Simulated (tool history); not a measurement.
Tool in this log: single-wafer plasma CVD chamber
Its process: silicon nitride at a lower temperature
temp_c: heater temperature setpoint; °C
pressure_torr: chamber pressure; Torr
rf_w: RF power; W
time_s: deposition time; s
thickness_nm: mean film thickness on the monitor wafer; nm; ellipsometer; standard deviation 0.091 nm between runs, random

run  hour  temp_c  pressure_torr  rf_w  time_s  thickness_nm
  1     0     370           1.49   350    15.2        21.233
  2   1.5     370           1.39   350    15.2        20.658
  3   3.3     370           1.26   330    15.2         19.27
  4  11.6     362           1.26   330    15.2        19.376
  5  19.9     362           1.26   310    15.2        18.452
  6  25.5     362           1.26   310    15.2        18.619
  7  34.1     362           1.17   305    15.2        17.745

Predict the results of run 8:
  8    42     362           1.12   305    15.2             ?

{"run 8": {"thickness_nm": 17.742}}

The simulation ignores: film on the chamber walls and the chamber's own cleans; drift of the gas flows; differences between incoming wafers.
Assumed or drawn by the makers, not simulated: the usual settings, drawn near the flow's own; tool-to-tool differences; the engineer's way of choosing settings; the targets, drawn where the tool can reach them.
